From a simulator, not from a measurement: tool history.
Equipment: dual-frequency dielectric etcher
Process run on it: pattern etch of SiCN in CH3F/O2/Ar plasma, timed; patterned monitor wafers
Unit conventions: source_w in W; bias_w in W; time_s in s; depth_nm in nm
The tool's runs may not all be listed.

Run 1, hour 0: source_w 330 W, bias_w 72 W, time_s 32 s. Result: depth_nm 10.028 nm.
Run 2, hour 4.4: source_w 330 W, bias_w 77 W, time_s 32 s. Result: depth_nm 10.275 nm.
Run 3, hour 6.3: source_w 300 W, bias_w 76 W, time_s 32 s. Result: depth_nm 9.9792 nm.
Run 4, hour 15: source_w 270 W, bias_w 76 W, time_s 32 s. Result: depth_nm 9.6446 nm.
Run 5, hour 19.1: source_w 250 W, bias_w 75 W, time_s 32 s. Result: depth_nm 9.4671 nm.
Run 6, hour 22: source_w 280 W, bias_w 75 W, time_s 32 s. Result: depth_nm 9.651 nm.
Run 7, hour 24.9: source_w 260 W, bias_w 74 W, time_s 32 s. Result: depth_nm 9.3995 nm.
Run 8, hour 32.9: source_w 250 W, bias_w 74 W, time_s 32 s. Result: depth_nm 9.2943 nm.

Estimate the outcome of run 9 from the log above:
Run 9, hour 34.7: source_w 240 W, bias_w 74 W, time_s 32 s. Result: depth_nm ?.

Run 9 produced depth_nm 9.2164 nm.
